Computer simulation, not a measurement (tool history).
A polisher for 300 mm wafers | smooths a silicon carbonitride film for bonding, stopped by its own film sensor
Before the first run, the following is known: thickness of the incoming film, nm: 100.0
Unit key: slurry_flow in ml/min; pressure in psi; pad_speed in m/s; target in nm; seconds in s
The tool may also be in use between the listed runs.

run	hour	slurry_flow	pressure	pad_speed	slurry_solids	target	seconds
1	0.0	130	1.6	0.74	1.00	89	63.124
2	6.3	130	1.6	0.74	1.00	89	66.101
3	15.1	130	1.6	0.74	0.85	89	73.096
4	17.7	130	1.6	0.74	0.85	90	67.506
5	26.0	155	1.6	0.74	0.85	90	63.664
6	27.4	155	1.6	0.74	1.00	90	57.264

Run 7 is up next; what results do you expect?
7	31.4	150	1.5	0.74	1.00	90	?

seconds: 61.225 s
